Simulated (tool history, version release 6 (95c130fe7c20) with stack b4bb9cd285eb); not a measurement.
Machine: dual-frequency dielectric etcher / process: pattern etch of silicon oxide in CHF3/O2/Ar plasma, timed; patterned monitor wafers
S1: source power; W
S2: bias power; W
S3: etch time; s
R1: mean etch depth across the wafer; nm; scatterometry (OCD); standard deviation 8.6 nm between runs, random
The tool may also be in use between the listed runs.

run    day   S1   S2     S3      R1
  1  0.000  840  143  806.0  1549.1
  2  0.146  770  143  806.0  1489.5
  3  0.529  770  143  840.5  1560.6
  4  0.629  700  136  836.5  1498.5
  5  0.758  850  136  836.5  1568.3
  6  0.825  780  124  832.0  1494.9
  7  1.042  720  115  827.0  1415.2

Expected results for the next run?
  8  1.133  670  111  825.0   ?

Run 8 measured R1 1359.1 nm.

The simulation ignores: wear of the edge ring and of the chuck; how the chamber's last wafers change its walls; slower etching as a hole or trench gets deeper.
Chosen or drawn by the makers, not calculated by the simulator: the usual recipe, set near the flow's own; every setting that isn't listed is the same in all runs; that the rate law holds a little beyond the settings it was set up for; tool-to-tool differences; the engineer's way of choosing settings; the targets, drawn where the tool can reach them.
